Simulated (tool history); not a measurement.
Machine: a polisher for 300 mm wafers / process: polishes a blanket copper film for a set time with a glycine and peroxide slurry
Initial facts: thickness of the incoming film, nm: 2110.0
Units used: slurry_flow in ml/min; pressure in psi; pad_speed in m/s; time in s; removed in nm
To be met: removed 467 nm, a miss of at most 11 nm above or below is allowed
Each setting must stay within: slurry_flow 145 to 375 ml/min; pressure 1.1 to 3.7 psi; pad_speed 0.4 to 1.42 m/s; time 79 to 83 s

run 1 hour=0 | slurry_flow=240 pressure=2.4 pad_speed=0.9 time=79 | removed=326.27
run 2 hour=7.5 | slurry_flow=250 pressure=2.7 pad_speed=0.9 time=79 | removed=358.88
run 3 hour=14.2 | slurry_flow=255 pressure=3 pad_speed=0.9 time=79 | removed=387.28
run 4 hour=22.7 | slurry_flow=195 pressure=3 pad_speed=0.9 time=79 | removed=381.83
run 5 hour=26.3 | slurry_flow=200 pressure=3.2 pad_speed=0.9 time=79 | removed=401.51
run 6 hour=28 | slurry_flow=200 pressure=2.9 pad_speed=0.9 time=79 | removed=368.39
run 7 hour=33.5 | slurry_flow=245 pressure=3.5 pad_speed=0.92 time=79 | removed=440.66
run 8 hour=37.5 | slurry_flow=245 pressure=3.6 pad_speed=0.92 time=79 | removed=453.09

Of the 5 settings listed for the next run, only one would bring every result within its allowed miss of target. Which one?
run A hour=41.5 | slurry_flow=300 pressure=3.3 pad_speed=0.98 time=82 | removed=?
run B hour=41.5 | slurry_flow=270 pressure=3.2 pad_speed=0.92 time=83 | removed=?
run C hour=41.5 | slurry_flow=200 pressure=3.7 pad_speed=0.78 time=82 | removed=?
run D hour=41.5 | slurry_flow=145 pressure=3.7 pad_speed=0.92 time=83 | removed=?
run E hour=41.5 | slurry_flow=230 pressure=3.5 pad_speed=0.88 time=79 | removed=?

move=A removed=461.4
move=B removed=436.44
move=C removed=427.44
move=D removed=443.54
move=E removed=427.1
A: all results land within tolerance of their targets
B: moves away from the targets compared with the last run
C: moves away from the targets compared with the last run
D: moves away from the targets compared with the last run
E: moves away from the targets compared with the last run
The move that meets every target is A.

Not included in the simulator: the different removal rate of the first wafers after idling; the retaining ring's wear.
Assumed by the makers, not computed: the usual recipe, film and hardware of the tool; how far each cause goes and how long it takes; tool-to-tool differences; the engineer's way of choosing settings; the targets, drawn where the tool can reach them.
